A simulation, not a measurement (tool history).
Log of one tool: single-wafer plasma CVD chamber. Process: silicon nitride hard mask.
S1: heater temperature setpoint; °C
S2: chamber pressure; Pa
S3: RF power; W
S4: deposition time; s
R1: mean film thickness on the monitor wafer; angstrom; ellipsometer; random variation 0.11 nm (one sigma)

Run 1, hour 0.0: S1 420 °C, S2 193 Pa, S3 235 W, S4 40.5 s. Result: R1 392.50 angstrom.
Run 2, hour 6.3: S1 420 °C, S2 213 Pa, S3 235 W, S4 40.5 s. Result: R1 405.23 angstrom.
Run 3, hour 13.6: S1 420 °C, S2 191 Pa, S3 235 W, S4 40.5 s. Result: R1 388.58 angstrom.
Run 4, hour 21.3: S1 420 °C, S2 191 Pa, S3 210 W, S4 40.5 s. Result: R1 356.93 angstrom.
Run 5, hour 24.3: S1 420 °C, S2 179 Pa, S3 210 W, S4 40.5 s. Result: R1 348.40 angstrom.
Run 6, hour 30.9: S1 420 °C, S2 179 Pa, S3 235 W, S4 40.5 s. Result: R1 382.86 angstrom.
Run 7, hour 37.0: S1 420 °C, S2 165 Pa, S3 230 W, S4 40.5 s. Result: R1 363.64 angstrom.
Run 8, hour 44.9: S1 420 °C, S2 155 Pa, S3 225 W, S4 40.5 s. Result: R1 351.58 angstrom.
Run 9, hour 50.5: S1 420 °C, S2 147 Pa, S3 225 W, S4 40.5 s. Result: R1 345.39 angstrom.
Run 10, hour 58.9: S1 420 °C, S2 140 Pa, S3 225 W, S4 40.5 s. Result: R1 339.83 angstrom.

The next listed run, before its measurement:
Run 11, hour 64.9: S1 420 °C, S2 135 Pa, S3 225 W, S4 40.5 s. Result: R1 ?.

Run 11 gave R1 335.24 angstrom.
